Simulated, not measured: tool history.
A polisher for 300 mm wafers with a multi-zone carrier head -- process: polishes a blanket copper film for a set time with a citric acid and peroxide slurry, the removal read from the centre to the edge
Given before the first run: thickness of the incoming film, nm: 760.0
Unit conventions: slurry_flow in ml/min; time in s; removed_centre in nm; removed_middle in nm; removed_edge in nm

run 1 hour=0 | slurry_flow=270 centre_zone=1 middle_zone=1 edge_zone=1 slurry_solids=1 time=58 | removed_centre=180 removed_middle=178.27 removed_edge=166.95
run 2 hour=8.4 | slurry_flow=260 centre_zone=0.99 middle_zone=0.95 edge_zone=0.97 slurry_solids=0.85 time=52 | removed_centre=156.18 removed_middle=149.7 removed_edge=145.59
run 3 hour=14 | slurry_flow=255 centre_zone=0.99 middle_zone=0.92 edge_zone=0.94 slurry_solids=0.75 time=47 | removed_centre=135.91 removed_middle=129.6 removed_edge=127.23
run 4 hour=18.3 | slurry_flow=255 centre_zone=0.99 middle_zone=0.96 edge_zone=0.94 slurry_solids=0.75 time=47 | removed_centre=133.64 removed_middle=134.73 removed_edge=128.96
run 5 hour=22.9 | slurry_flow=310 centre_zone=0.99 middle_zone=0.96 edge_zone=0.94 slurry_solids=0.75 time=47 | removed_centre=139.67 removed_middle=136.61 removed_edge=129.23
run 6 hour=24.6 | slurry_flow=310 centre_zone=0.99 middle_zone=0.96 edge_zone=0.94 slurry_solids=0.75 time=39 | removed_centre=116.66 removed_middle=114.17 removed_edge=106.65

Run 7 is up next; what results do you expect?
run 7 hour=27.8 | slurry_flow=310 centre_zone=0.99 middle_zone=0.92 edge_zone=0.94 slurry_solids=0.7 time=38 | removed_centre=? removed_middle=? removed_edge=?

removed_centre: 110.87 nm
removed_middle: 106.36 nm
removed_edge: 103.01 nm
